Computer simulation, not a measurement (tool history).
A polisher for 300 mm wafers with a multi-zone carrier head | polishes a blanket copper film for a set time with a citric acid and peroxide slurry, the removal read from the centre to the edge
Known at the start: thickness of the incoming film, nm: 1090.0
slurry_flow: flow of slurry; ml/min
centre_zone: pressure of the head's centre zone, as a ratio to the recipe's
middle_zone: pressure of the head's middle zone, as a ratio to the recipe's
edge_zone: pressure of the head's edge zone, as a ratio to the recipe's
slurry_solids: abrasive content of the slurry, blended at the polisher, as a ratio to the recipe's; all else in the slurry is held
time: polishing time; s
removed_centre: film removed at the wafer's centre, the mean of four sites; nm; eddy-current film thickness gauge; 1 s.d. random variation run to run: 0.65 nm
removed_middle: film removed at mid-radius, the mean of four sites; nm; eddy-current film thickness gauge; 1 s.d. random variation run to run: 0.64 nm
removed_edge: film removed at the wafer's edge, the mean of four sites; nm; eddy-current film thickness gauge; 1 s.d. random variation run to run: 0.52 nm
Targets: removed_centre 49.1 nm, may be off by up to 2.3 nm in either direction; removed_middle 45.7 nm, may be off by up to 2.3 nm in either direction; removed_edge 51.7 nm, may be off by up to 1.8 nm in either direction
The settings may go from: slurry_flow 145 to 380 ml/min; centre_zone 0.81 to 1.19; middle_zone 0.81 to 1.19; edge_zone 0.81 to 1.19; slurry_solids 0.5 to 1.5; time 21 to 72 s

run,hour,slurry_flow,centre_zone,middle_zone,edge_zone,slurry_solids,time,removed_centre,removed_middle,removed_edge
1,0,245,1,1,1,1,46,93.892,94.843,93.905
2,3.7,240,0.99,0.97,0.99,0.9,42,80.541,82.776,84.061
3,11.9,240,0.99,1.01,0.99,0.9,42,82.292,85.449,83.881
4,14.9,240,0.99,1.09,0.99,0.9,42,81.773,90.857,84.472
5,16.8,235,0.99,1.05,0.99,0.85,39,75.499,80.802,76.208
6,20.5,235,0.99,1.05,0.99,0.85,32,62.757,64.351,62.066
7,23.9,235,0.98,1.02,1,0.8,31,57.469,61.135,60.899
8,27.3,235,0.98,1.02,1,0.8,31,58.552,61.903,60.849
9,35.2,230,0.99,0.99,1,0.75,30,57.244,57.196,56.605
10,37.3,225,0.98,0.96,1.01,0.75,30,56.81,56.532,58.884
11,38.4,225,0.98,0.94,1.01,0.7,30,56.086,54.751,57.133
12,47.1,225,0.97,0.92,1.01,0.65,30,53.591,51.799,57.676
13,53.9,225,0.97,0.92,1,0.6,30,53.342,52.716,55.722

Consider the 5 candidate settings below. Which is the only one whose results all fall within their allowed miss of target?
A,60.7,185,0.86,0.86,1.13,0.55,31,?,?,?
B,60.7,235,0.97,1.05,0.92,0.5,32,?,?,?
C,60.7,250,0.96,0.85,0.98,0.7,27,?,?,?
D,60.7,145,1.18,0.81,1.17,0.6,31,?,?,?
E,60.7,295,0.86,1.19,0.81,0.5,30,?,?,?

move,removed_centre,removed_middle,removed_edge
A,47.311,50.139,59.581
B,56.846,62.022,56.335
C,50.204,46.923,51.838
D,62.11,45.972,59.203
E,48.698,66.178,50.822
A: lands further from the targets than the last run did
B: lands further from the targets than the last run did
C: meets every target
D: brings the last run's worst result on target, with another outside its allowed miss
E: lands further from the targets than the last run did
Go with C: it meets all targets.
